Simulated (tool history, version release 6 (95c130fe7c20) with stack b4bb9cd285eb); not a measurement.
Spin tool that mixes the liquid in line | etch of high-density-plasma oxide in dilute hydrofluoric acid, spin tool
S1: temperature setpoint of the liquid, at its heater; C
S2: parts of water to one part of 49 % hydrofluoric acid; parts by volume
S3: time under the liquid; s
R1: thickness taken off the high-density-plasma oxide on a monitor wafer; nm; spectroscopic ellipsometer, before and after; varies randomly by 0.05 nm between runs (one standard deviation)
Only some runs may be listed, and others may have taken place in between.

| run | hour | S1 | S2 | S3 | R1 |
|---|---|---|---|---|---|
| 1 | 0.0 | 21 | 55 | 245 | 21.645 |
| 2 | 6.6 | 20 | 60 | 245 | 18.888 |
| 3 | 7.4 | 20 | 70 | 245 | 16.160 |
| 4 | 10.1 | 20 | 70 | 265 | 17.359 |
| 5 | 12.9 | 20 | 70 | 265 | 17.303 |
| 6 | 19.3 | 17 | 70 | 265 | 15.295 |

Expected results for the next run?
| 7 | 27.3 | 17 | 75 | 265 | ? |

R1: 14.253 nm

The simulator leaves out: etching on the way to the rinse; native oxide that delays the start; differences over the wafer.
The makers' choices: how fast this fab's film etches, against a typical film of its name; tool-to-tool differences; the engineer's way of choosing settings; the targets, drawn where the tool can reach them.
